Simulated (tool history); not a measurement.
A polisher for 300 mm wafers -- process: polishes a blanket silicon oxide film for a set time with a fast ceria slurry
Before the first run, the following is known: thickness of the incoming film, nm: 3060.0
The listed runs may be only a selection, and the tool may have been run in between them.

run  hour  flow of slurry (ml/min)  pressure of the wafer on the pad (kPa)  speed of the pad under the wafer (m/s)  polishing time (s)  film removed (nm)
  1   0.0                      190                                    19.3                                    0.86                  59             823.91
  2   3.5                      170                                    19.3                                    0.86                  59             810.53
  3   6.4                      170                                    17.2                                    0.86                  59             725.04
  4  13.7                      210                                    17.2                                    0.86                  59             748.52
     17.7  -- head pressure recalibrated
  5  17.7                      210                                    12.4                                    0.86                  59             599.42
  6  26.0                      240                                    12.4                                    0.86                  59             613.38

Run 7, settings as shown, results not yet in. Your forecast:
  7  34.3                      235                                    11.7                                    0.86                  59                  ?

film removed (nm): 569.86

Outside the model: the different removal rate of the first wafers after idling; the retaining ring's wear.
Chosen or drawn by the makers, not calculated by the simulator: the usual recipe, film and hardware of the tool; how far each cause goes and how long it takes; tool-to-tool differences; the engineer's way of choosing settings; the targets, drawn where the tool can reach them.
